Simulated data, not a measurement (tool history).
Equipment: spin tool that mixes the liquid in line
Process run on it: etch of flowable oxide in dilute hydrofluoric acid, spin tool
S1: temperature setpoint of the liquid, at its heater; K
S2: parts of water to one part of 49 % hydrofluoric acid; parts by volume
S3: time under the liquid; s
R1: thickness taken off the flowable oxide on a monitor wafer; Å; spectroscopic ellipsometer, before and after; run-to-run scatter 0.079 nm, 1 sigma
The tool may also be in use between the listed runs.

run,hour,S1,S2,S3,R1
1,0.0,297.15,45,15,110.80
2,7.5,298.65,45,15,117.91
3,10.8,298.65,40,15,131.98
4,13.1,299.15,40,15,136.35
5,20.4,299.65,40,15,139.12
6,21.7,299.65,30,15,187.24

Expected results for the next run?
7,25.8,298.65,30,15,?

R1: 180.50 Å
